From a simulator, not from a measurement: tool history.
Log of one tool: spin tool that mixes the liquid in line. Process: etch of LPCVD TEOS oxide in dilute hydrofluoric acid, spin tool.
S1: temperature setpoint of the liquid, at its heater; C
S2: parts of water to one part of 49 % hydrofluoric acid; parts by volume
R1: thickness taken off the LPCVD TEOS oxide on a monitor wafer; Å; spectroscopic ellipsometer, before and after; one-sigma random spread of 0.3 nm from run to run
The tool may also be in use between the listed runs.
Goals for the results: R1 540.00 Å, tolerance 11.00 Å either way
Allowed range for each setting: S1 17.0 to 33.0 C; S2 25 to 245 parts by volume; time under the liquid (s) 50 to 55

run 1 hour=0.0 | S1=25.0 S2=135 time_under_the_liquid_(s)=50 | R1=201.92
run 2 hour=2.3 | S1=25.0 S2=135 time_under_the_liquid_(s)=55 | R1=223.10
run 3 hour=7.8 | S1=26.0 S2=125 time_under_the_liquid_(s)=55 | R1=251.90
run 4 hour=16.6 | S1=27.0 S2=115 time_under_the_liquid_(s)=55 | R1=290.07
run 5 hour=18.6 | S1=28.0 S2=110 time_under_the_liquid_(s)=55 | R1=317.34
run 6 hour=23.0 | S1=29.0 S2=105 time_under_the_liquid_(s)=55 | R1=347.18
run 7 hour=24.0 | S1=33.0 S2=65 time_under_the_liquid_(s)=55 | R1=688.50
run 8 hour=32.3 | S1=32.5 S2=65 time_under_the_liquid_(s)=55 | R1=685.03
run 9 hour=40.3 | S1=32.0 S2=65 time_under_the_liquid_(s)=55 | R1=667.72

Below are 5 possible settings for the next run. Only one of them brings all results inside the allowed miss of their targets. Which is it?
run A hour=48.3 | S1=32.0 S2=70 time_under_the_liquid_(s)=50 | R1=?
run B hour=48.3 | S1=33.0 S2=75 time_under_the_liquid_(s)=50 | R1=?
run C hour=48.3 | S1=30.0 S2=70 time_under_the_liquid_(s)=55 | R1=?
run D hour=48.3 | S1=32.5 S2=70 time_under_the_liquid_(s)=50 | R1=?
run E hour=48.3 | S1=32.0 S2=75 time_under_the_liquid_(s)=55 | R1=?

move=A R1=555.88
move=B R1=534.49
move=C R1=566.51
move=D R1=566.48
move=E R1=566.30
A: gains on the last run, yet a result remains outside its allowed miss
B: each result inside its tolerance
C: gains on the last run, yet a result remains outside its allowed miss
D: gains on the last run, yet a result remains outside its allowed miss
E: gains on the last run, yet a result remains outside its allowed miss
Move B is the one to make.
